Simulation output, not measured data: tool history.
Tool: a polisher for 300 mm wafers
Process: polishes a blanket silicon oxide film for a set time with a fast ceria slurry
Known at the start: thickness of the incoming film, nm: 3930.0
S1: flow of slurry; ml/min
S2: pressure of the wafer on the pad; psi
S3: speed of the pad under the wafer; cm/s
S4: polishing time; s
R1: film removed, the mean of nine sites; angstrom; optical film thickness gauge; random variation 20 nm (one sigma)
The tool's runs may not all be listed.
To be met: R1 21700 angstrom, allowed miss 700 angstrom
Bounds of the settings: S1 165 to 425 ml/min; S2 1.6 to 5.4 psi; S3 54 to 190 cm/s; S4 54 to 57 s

run	hour	S1	S2	S3	S4	R1
1	0	275	3.5	122	54	13122
2	8.7	275	3.5	100	54	11102
3	13.1	275	2.8	100	54	8880.3
4	14.2	275	3.5	102	54	11453
5	22.2	275	4	102	54	13070
6	28.2	275	4	74	54	9733.9
7	30.2	275	4	74	54	9858.1
8	31.5	275	4.4	84	54	12011
9	39.1	275	4.7	92	54	13853
10	41.6	275	4.9	100	54	15398
11	49.2	275	5	106	54	16588
12	51.3	275	5.1	112	54	17574
13	59.2	275	5.2	116	54	18378

Which of these 4 next moves meets every target?
A	67.1	305	5.4	108	57	?
B	67.1	270	5.4	136	57	?
C	67.1	245	5.4	128	56	?
D	67.1	340	4.4	138	57	?

move	R1
A	19679
B	23878
C	21960
D	20252
A: nearer than the last run, and not there yet
B: takes the result that was furthest off past its target
C: meets every target
D: nearer than the last run, and not there yet
Answer: C
